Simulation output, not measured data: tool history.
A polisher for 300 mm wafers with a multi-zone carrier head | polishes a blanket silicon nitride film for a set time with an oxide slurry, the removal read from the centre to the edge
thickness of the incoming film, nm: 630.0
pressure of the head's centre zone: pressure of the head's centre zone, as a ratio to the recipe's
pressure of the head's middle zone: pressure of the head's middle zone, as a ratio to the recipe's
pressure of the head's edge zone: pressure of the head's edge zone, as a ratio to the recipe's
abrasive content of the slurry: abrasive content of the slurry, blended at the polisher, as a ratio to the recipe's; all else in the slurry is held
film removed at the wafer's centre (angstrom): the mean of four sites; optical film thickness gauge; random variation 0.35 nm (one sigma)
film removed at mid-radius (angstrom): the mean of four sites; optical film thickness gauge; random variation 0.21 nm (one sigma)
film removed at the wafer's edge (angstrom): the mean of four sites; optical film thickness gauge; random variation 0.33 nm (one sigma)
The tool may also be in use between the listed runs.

run,hour,flow of slurry (ml/min),pressure of the head's centre zone,pressure of the head's middle zone,pressure of the head's edge zone,abrasive content of the slurry,polishing time (s),film removed at the wafer's centre (angstrom),film removed at mid-radius (angstrom),film removed at the wafer's edge (angstrom)
1,0,200,1,1,1,1,80,532.18,561.53,531.87
2,3.6,200,1,1,0.96,1,80,541.61,566.2,528.91
3,5.7,200,1,0.93,0.96,1,80,522.48,525.49,527.93
4,12.7,200,1.02,0.92,0.94,0.9,76,495.96,470.48,469.66
5,19.6,195,1.02,0.91,0.92,0.8,73,445.51,413.99,423.6
6,21.8,235,1.02,0.91,0.92,0.8,73,457.59,428.13,427.34
7,29.5,240,1.02,0.9,0.9,0.75,71,428.29,398.54,394.62
8,32.1,245,1.02,0.89,0.89,0.7,70,399.33,372.77,376.85
9,39.3,250,1.03,0.89,0.88,0.65,69,381.14,353.02,344.85
# hour 47.3: worn pad replaced by a new one
10,47.3,245,1.03,0.88,0.87,0.65,69,439.09,397.13,397.3
11,52.3,255,1.05,0.88,0.89,0.65,69,446.69,401.19,400.78
12,59.7,205,1.05,0.85,0.81,0.5,54,284.15,242.93,244.33
13,65.8,225,1.06,0.85,0.83,0.5,54,289.1,248.56,252.96
14,73.7,240,1.08,0.86,0.85,0.5,54,295.94,252.13,254.96
15,74.7,255,1.17,0.96,0.95,0.75,55,440.37,374.27,360.54
16,77.2,235,1.16,0.95,0.94,0.75,55,427.6,371.29,362.03
17,81.9,230,1.14,0.93,0.91,0.75,55,420.47,361.03,354.4
18,86.3,215,1.13,0.92,0.89,0.75,55,415.98,356.38,347.89
19,88.4,205,1.12,0.91,0.88,0.75,55,403.76,346.67,348.24
20,97.3,200,1.11,0.91,0.87,0.75,55,406.07,351.63,341.75
21,100.8,160,1.03,0.81,0.83,0.6,55,302.05,265.26,281.68
22,103.1,165,1.05,0.83,0.84,0.6,55,320.28,271.15,284.73
23,104.7,170,1.06,0.85,0.85,0.6,55,322.37,275.5,288.33
24,110.1,175,1.07,0.86,0.86,0.6,55,324.12,276.75,285.75

The next listed run, before its measurement:
25,115.9,230,1.09,0.9,0.92,0.7,55,?,?,?

Run 25 gave film removed at the wafer's centre (angstrom) 387.51, film removed at mid-radius (angstrom) 333.95, film removed at the wafer's edge (angstrom) 343.61.
